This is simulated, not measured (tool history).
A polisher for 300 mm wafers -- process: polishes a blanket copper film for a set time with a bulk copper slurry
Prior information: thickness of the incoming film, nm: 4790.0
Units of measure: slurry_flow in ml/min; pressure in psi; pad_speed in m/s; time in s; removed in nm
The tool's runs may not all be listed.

| run | hour | slurry_flow | pressure | pad_speed | slurry_solids | time | removed |
|---|---|---|---|---|---|---|---|
| 1 | 0 | 145 | 2.2 | 1.26 | 1 | 19 | 212.24 |
| 2 | 1.4 | 155 | 2.4 | 1.26 | 1 | 19 | 227.71 |
| 3 | 5.9 | 155 | 2.6 | 1.26 | 1 | 19 | 249.04 |
| 4 | 14.3 | 155 | 2.8 | 1.26 | 1 | 19 | 262.2 |
| 5 | 17.8 | 155 | 2.8 | 1.16 | 1 | 19 | 242.12 |
| 6 | 18.9 | 160 | 3 | 1.18 | 1 | 19 | 262.46 |
| 7 | 20.6 | 160 | 3.1 | 1.22 | 1 | 19 | 280.95 |
| 8 | 25.2 | 165 | 3.2 | 1.24 | 1 | 19 | 295.35 |
| 9 | 33.6 | 165 | 3.3 | 1.26 | 1 | 19 | 306.9 |
| 10 | 34.3 | 165 | 3.3 | 1.28 | 1 | 19 | 313.84 |
| 11 | 39.9 | 165 | 3.3 | 1.28 | 1 | 19 | 313.12 |

Estimate the outcome of run 12 from the log above:
| 12 | 43.1 | 165 | 3.3 | 1.3 | 1 | 19 | ? |

Run 12 came out at removed 322.3 nm.
